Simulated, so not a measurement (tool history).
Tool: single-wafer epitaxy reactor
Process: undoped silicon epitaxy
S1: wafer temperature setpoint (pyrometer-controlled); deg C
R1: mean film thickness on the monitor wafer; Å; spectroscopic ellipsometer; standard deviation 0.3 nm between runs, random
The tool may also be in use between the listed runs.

{"run": 1, "hour": 0.0, "S1": 650, "deposition time (s)": 450, "R1": 800.78}
{"run": 2, "hour": 6.0, "S1": 647, "deposition time (s)": 449, "R1": 746.55}
{"run": 3, "hour": 8.7, "S1": 647, "deposition time (s)": 404, "R1": 681.26}
{"run": 4, "hour": 17.9, "S1": 651, "deposition time (s)": 404, "R1": 727.8}
{"run": 5, "hour": 23.8, "S1": 649, "deposition time (s)": 403, "R1": 702.99}
{"run": 6, "hour": 31.2, "S1": 649, "deposition time (s)": 464, "R1": 802.55}
{"run": 7, "hour": 36.4, "S1": 646, "deposition time (s)": 463, "R1": 757.55}

What does the tool deliver on the next run?
{"run": 8, "hour": 43.1, "S1": 643, "deposition time (s)": 462, "R1": "?"}

R1: 717.11 Å

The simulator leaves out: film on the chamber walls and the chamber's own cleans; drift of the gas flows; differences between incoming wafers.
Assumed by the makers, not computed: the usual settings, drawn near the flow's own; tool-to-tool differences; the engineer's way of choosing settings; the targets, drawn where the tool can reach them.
